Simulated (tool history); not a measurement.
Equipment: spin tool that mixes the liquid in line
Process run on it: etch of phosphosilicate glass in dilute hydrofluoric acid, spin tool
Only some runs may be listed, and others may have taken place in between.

run	hour	temperature setpoint of the liquid (°C)	parts of water to one part of 49 % hydrofluoric acid (parts by volume)	time under the liquid (s)	thickness taken off the phosphosilicate glass on a monitor wafer (nm)
1	0.0	21.0	80	20	13.6940
2	4.4	21.5	80	20	13.9960
3	11.6	21.5	100	20	11.0040
4	13.6	23.0	100	20	11.5840
5	15.8	23.0	125	20	8.9516
# hour 21.3: thermometer replaced
6	21.3	23.0	125	20	8.6675
7	28.9	27.0	95	20	13.8800

For run 8, what comes out?
8	32.7	27.5	95	20	?

For run 8 the tool returned thickness taken off the phosphosilicate glass on a monitor wafer (nm) 14.1910.

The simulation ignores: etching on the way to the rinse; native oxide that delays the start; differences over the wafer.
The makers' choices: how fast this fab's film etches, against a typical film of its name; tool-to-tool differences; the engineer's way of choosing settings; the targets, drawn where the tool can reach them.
